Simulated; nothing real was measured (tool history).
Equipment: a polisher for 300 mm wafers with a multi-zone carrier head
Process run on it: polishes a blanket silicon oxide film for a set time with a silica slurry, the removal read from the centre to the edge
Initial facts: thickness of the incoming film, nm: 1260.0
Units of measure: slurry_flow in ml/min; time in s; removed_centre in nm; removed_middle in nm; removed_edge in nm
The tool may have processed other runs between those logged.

run 1 hour=0 | slurry_flow=270 centre_zone=1 middle_zone=1 edge_zone=1 slurry_solids=1 time=57 | removed_centre=174.22 removed_middle=177.86 removed_edge=180.05
run 2 hour=8.4 | slurry_flow=270 centre_zone=0.97 middle_zone=1 edge_zone=1 slurry_solids=1 time=57 | removed_centre=171.7 removed_middle=176.12 removed_edge=182.92
run 3 hour=15 | slurry_flow=275 centre_zone=0.97 middle_zone=1.02 edge_zone=1.01 slurry_solids=1 time=57 | removed_centre=171.12 removed_middle=179.46 removed_edge=182.01
run 4 hour=16.2 | slurry_flow=275 centre_zone=0.97 middle_zone=1.02 edge_zone=1.01 slurry_solids=1.2 time=57 | removed_centre=187.4 removed_middle=192.7 removed_edge=200.61
run 5 hour=18.4 | slurry_flow=275 centre_zone=1.04 middle_zone=1.02 edge_zone=1.01 slurry_solids=1.2 time=57 | removed_centre=201.24 removed_middle=195.09 removed_edge=197.24
run 6 hour=19.9 | slurry_flow=275 centre_zone=1.02 middle_zone=1.04 edge_zone=1.01 slurry_solids=1.2 time=57 | removed_centre=194.05 removed_middle=196.79 removed_edge=196.44
run 7 hour=23.2 | slurry_flow=280 centre_zone=1.01 middle_zone=1.06 edge_zone=1.02 slurry_solids=1.2 time=57 | removed_centre=197.41 removed_middle=203.33 removed_edge=197.03
run 8 hour=28.5 | slurry_flow=280 centre_zone=0.99 middle_zone=1.07 edge_zone=1.03 slurry_solids=1.2 time=57 | removed_centre=191.67 removed_middle=205.78 removed_edge=197.36
run 9 hour=34.3 | slurry_flow=280 centre_zone=0.98 middle_zone=1.08 edge_zone=1.04 slurry_solids=1.2 time=57 | removed_centre=189.76 removed_middle=210.04 removed_edge=198.07
run 10 hour=39.3 | slurry_flow=280 centre_zone=0.97 middle_zone=1.08 edge_zone=1.05 slurry_solids=1.2 time=57 | removed_centre=188.94 removed_middle=208.5 removed_edge=200.23

Expected results for the next run?
run 11 hour=47.3 | slurry_flow=280 centre_zone=0.96 middle_zone=1.09 edge_zone=1.06 slurry_solids=1.2 time=57 | removed_centre=? removed_middle=? removed_edge=?

removed_centre: 184.9 nm
removed_middle: 205.19 nm
removed_edge: 202.71 nm

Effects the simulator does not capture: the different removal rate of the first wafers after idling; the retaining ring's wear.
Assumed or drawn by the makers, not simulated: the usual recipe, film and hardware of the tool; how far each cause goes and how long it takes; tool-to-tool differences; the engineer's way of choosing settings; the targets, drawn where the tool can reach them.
